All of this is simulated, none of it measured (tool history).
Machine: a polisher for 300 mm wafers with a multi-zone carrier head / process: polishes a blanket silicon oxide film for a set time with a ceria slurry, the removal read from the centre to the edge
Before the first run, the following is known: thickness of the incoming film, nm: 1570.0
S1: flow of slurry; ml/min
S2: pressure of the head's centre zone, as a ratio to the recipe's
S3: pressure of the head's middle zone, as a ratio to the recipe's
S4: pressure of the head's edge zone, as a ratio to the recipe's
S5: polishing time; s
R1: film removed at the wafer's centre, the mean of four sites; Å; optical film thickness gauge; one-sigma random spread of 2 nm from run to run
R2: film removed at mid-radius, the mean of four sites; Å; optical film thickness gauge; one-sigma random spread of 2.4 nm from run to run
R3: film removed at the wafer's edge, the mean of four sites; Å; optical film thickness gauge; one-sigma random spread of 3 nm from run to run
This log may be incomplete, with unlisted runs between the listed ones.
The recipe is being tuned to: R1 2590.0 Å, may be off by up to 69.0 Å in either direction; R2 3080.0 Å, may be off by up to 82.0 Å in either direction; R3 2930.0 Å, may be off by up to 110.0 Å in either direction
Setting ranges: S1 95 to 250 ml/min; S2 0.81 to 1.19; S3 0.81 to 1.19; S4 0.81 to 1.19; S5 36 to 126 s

| run | hour | S1 | S2 | S3 | S4 | S5 | R1 | R2 | R3 |
|---|---|---|---|---|---|---|---|---|---|
| 1 | 0.0 | 160 | 1.00 | 1.00 | 1.00 | 81 | 2509.8 | 2220.4 | 2239.0 |
| 2 | 7.8 | 170 | 0.97 | 1.03 | 1.03 | 83 | 2574.7 | 2332.7 | 2329.7 |
| 3 | 10.9 | 170 | 1.00 | 1.03 | 1.03 | 83 | 2613.9 | 2384.3 | 2391.3 |
| 4 | 14.5 | 175 | 0.97 | 1.06 | 1.06 | 85 | 2612.0 | 2487.0 | 2432.9 |
| 5 | 22.8 | 175 | 0.94 | 1.08 | 1.08 | 87 | 2555.9 | 2553.6 | 2535.4 |
|  | 29.3 | centre zone pressure recalibrated |
| 6 | 29.3 | 185 | 0.93 | 1.10 | 1.10 | 88 | 2299.2 | 2702.2 | 2549.3 |
| 7 | 37.5 | 185 | 0.94 | 1.10 | 1.11 | 89 | 2374.2 | 2722.9 | 2582.6 |
| 8 | 43.3 | 190 | 0.95 | 1.10 | 1.12 | 90 | 2443.7 | 2750.0 | 2679.6 |
| 9 | 46.3 | 195 | 0.96 | 1.11 | 1.12 | 91 | 2485.0 | 2812.8 | 2730.7 |
| 10 | 47.1 | 200 | 0.97 | 1.12 | 1.12 | 91 | 2533.6 | 2864.4 | 2727.9 |

Pick the move, out of 5, that brings all results within their allowed miss; only one does.
| A | 47.9 | 185 | 0.85 | 1.08 | 1.19 | 103 | ? | ? | ? |
| B | 47.9 | 195 | 0.91 | 1.19 | 1.11 | 100 | ? | ? | ? |
| C | 47.9 | 215 | 0.94 | 1.17 | 0.97 | 94 | ? | ? | ? |
| D | 47.9 | 170 | 0.86 | 1.11 | 0.86 | 101 | ? | ? | ? |
| E | 47.9 | 190 | 0.92 | 1.13 | 1.14 | 99 | ? | ? | ? |

| move | R1 | R2 | R3 |
|---|---|---|---|
| A | 2474.2 | 3100.8 | 3149.3 |
| B | 2597.9 | 3293.8 | 2979.8 |
| C | 2561.3 | 3093.5 | 2678.4 |
| D | 2418.7 | 3071.2 | 2682.0 |
| E | 2588.2 | 3108.2 | 2977.7 |
A: the worst result of the last run now meets its target, but another is out of spec
B: moves the result that the last run missed by most past its target, out the other side
C: the worst result of the last run now meets its target, but another is out of spec
D: the worst result of the last run now meets its target, but another is out of spec
E: meets every target
Move E is the one to make.

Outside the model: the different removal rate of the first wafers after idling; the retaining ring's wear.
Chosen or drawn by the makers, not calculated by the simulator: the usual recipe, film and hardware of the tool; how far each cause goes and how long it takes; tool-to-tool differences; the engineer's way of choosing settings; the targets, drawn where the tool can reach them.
